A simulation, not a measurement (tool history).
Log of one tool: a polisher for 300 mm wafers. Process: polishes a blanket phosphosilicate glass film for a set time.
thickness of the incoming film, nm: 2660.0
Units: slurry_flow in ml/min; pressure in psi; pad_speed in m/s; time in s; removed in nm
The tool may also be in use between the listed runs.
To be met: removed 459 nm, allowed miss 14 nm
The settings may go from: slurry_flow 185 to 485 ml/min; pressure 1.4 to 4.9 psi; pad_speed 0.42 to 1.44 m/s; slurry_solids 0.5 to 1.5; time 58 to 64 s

run	hour	slurry_flow	pressure	pad_speed	slurry_solids	time	removed
1	0	310	3.1	0.92	1	64	552.05
2	8	310	2.9	0.92	1	64	518.61
3	15.6	245	2.9	0.92	1	64	504.66
4	16.5	310	2.9	0.92	1	64	524.37
5	24.5	310	2.9	0.7	1	64	428.13
6	26.3	310	2.9	0.7	1	58	388.32
7	32.6	320	3.1	0.7	1	58	421.21
8	34.7	330	3.2	0.7	1	58	432.35

5 next moves are on the table. One of them brings every result within its allowed miss. Which?
A	36.8	320	3.3	0.66	1	62	?
B	36.8	275	3.1	0.8	1.05	62	?
C	36.8	385	3.4	0.76	1	59	?
D	36.8	250	4	0.52	0.85	63	?
E	36.8	275	3.2	0.68	0.9	63	?

move	removed
A	455.77
B	492.78
C	497.22
D	422.42
E	422.97
A: meets every target
B: takes the result that was furthest off past its target
C: takes the result that was furthest off past its target
D: further off than the last run
E: further off than the last run
Answer: A
